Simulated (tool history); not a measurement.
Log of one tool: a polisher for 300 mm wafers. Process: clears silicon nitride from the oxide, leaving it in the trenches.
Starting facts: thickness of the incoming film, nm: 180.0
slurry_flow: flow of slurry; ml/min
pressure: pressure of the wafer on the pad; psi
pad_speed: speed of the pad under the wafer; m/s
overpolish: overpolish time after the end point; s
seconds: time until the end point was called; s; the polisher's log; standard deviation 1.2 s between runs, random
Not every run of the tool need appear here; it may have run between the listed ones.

run	hour	slurry_flow	pressure	pad_speed	overpolish	seconds
1	0.0	245	3.4	1.20	6	115.620
2	7.4	245	3.7	1.20	6	104.690
3	9.9	190	3.7	1.20	6	109.670
4	13.5	190	3.7	1.20	6	108.850
5	17.0	190	4.1	1.20	6	99.038
6	23.0	190	3.9	1.20	6	105.490
7	27.0	185	3.7	1.20	6	110.520

Run 8 has not been measured yet. What should we expect?
8	30.6	185	2.8	1.18	6	?

Logged for run 8: seconds 147.030 s.

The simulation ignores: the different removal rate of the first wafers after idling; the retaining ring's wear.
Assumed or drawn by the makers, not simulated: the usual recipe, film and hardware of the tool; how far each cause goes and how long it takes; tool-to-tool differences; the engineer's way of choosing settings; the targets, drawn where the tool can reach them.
